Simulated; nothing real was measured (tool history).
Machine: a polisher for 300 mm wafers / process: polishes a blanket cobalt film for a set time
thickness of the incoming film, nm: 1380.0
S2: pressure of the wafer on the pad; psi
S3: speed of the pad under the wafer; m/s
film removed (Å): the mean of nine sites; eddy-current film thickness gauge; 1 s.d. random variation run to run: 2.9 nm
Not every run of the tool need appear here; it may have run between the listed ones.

Run 1, day 0.000: flow of slurry (ml/min) 255, S2 1.7 psi, S3 0.92 m/s, polishing time (s) 60. Result: film removed (Å) 2387.3.
Run 2, day 0.267: flow of slurry (ml/min) 255, S2 1.8 psi, S3 0.92 m/s, polishing time (s) 60. Result: film removed (Å) 2495.8.
Run 3, day 0.421: flow of slurry (ml/min) 255, S2 1.8 psi, S3 0.78 m/s, polishing time (s) 60. Result: film removed (Å) 2135.7.
Run 4, day 0.662: flow of slurry (ml/min) 255, S2 2.0 psi, S3 0.78 m/s, polishing time (s) 60. Result: film removed (Å) 2273.5.
Run 5, day 0.983: flow of slurry (ml/min) 255, S2 2.2 psi, S3 0.80 m/s, polishing time (s) 60. Result: film removed (Å) 2437.3.
Run 6, day 1.117: flow of slurry (ml/min) 285, S2 2.2 psi, S3 0.80 m/s, polishing time (s) 60. Result: film removed (Å) 2489.6.
Run 7, day 1.438: flow of slurry (ml/min) 285, S2 2.3 psi, S3 0.82 m/s, polishing time (s) 60. Result: film removed (Å) 2597.1.

For run 8, what comes out?
Run 8, day 1.600: flow of slurry (ml/min) 285, S2 2.4 psi, S3 0.84 m/s, polishing time (s) 60. Result: film removed (Å) ?.

film removed (Å): 2805.8

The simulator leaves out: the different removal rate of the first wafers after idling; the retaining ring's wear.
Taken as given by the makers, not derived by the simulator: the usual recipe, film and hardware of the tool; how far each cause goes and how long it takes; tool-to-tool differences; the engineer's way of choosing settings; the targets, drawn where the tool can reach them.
